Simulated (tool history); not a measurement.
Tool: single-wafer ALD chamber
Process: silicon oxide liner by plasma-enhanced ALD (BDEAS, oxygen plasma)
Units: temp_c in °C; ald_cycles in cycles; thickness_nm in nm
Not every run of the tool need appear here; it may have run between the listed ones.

{"run": 1, "hour": 0.0, "temp_c": 315, "ald_cycles": 79, "thickness_nm": 7.4375}
{"run": 2, "hour": 8.0, "temp_c": 304, "ald_cycles": 79, "thickness_nm": 7.5029}
{"run": 3, "hour": 16.5, "temp_c": 305, "ald_cycles": 71, "thickness_nm": 6.7734}
{"run": 4, "hour": 17.1, "temp_c": 305, "ald_cycles": 80, "thickness_nm": 7.6213}
{"run": 5, "hour": 22.4, "temp_c": 305, "ald_cycles": 69, "thickness_nm": 6.5733}
{"run": 6, "hour": 29.8, "temp_c": 305, "ald_cycles": 74, "thickness_nm": 7.0247}
{"run": 7, "hour": 31.8, "temp_c": 305, "ald_cycles": 68, "thickness_nm": 6.5081}

Expected results for the next run?
{"run": 8, "hour": 40.1, "temp_c": 305, "ald_cycles": 64, "thickness_nm": "?"}

thickness_nm: 6.0912 nm
